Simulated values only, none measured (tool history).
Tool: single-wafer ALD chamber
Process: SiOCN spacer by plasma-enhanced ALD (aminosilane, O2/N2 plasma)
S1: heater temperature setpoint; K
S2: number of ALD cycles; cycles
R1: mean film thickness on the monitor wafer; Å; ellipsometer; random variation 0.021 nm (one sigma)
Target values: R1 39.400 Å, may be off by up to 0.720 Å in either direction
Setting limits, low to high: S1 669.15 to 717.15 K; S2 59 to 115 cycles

Run 1, hour 0.0: S1 693.15 K, S2 87 cycles. Result: R1 50.007 Å.
Run 2, hour 0.6: S1 703.15 K, S2 87 cycles. Result: R1 48.693 Å.
Run 3, hour 5.6: S1 705.15 K, S2 83 cycles. Result: R1 45.991 Å.
Run 4, hour 6.7: S1 712.15 K, S2 83 cycles. Result: R1 45.661 Å.
Run 5, hour 11.8: S1 712.15 K, S2 88 cycles. Result: R1 47.955 Å.
Run 6, hour 16.2: S1 708.15 K, S2 88 cycles. Result: R1 48.614 Å.
Run 7, hour 24.7: S1 709.15 K, S2 84 cycles. Result: R1 46.480 Å.
Run 8, hour 27.0: S1 710.15 K, S2 80 cycles. Result: R1 44.150 Å.
Run 9, hour 27.7: S1 711.15 K, S2 78 cycles. Result: R1 42.522 Å.
Run 10, hour 32.1: S1 712.15 K, S2 77 cycles. Result: R1 41.867 Å.
Run 11, hour 34.9: S1 713.15 K, S2 76 cycles. Result: R1 41.216 Å.
Run 12, hour 37.1: S1 713.15 K, S2 76 cycles. Result: R1 41.328 Å.
Run 13, hour 38.2: S1 713.15 K, S2 75 cycles. Result: R1 40.925 Å.
Run 14, hour 45.0: S1 713.15 K, S2 74 cycles. Result: R1 40.260 Å.

4 candidate next runs follow, results not yet known. Just one meets every target within its allowed miss. Identify it.
Run A, hour 51.8: S1 715.15 K, S2 73 cycles. Result: R1 ?.
Run B, hour 51.8: S1 704.15 K, S2 74 cycles. Result: R1 ?.
Run C, hour 51.8: S1 707.15 K, S2 74 cycles. Result: R1 ?.
Run D, hour 51.8: S1 714.15 K, S2 70 cycles. Result: R1 ?.

move      R1
   A  39.144
   B  40.986
   C  40.630
   D  37.647
A: each result inside its tolerance
B: further off than the last run
C: further off than the last run
D: pushes the last run's worst result past its target
A meets every target.

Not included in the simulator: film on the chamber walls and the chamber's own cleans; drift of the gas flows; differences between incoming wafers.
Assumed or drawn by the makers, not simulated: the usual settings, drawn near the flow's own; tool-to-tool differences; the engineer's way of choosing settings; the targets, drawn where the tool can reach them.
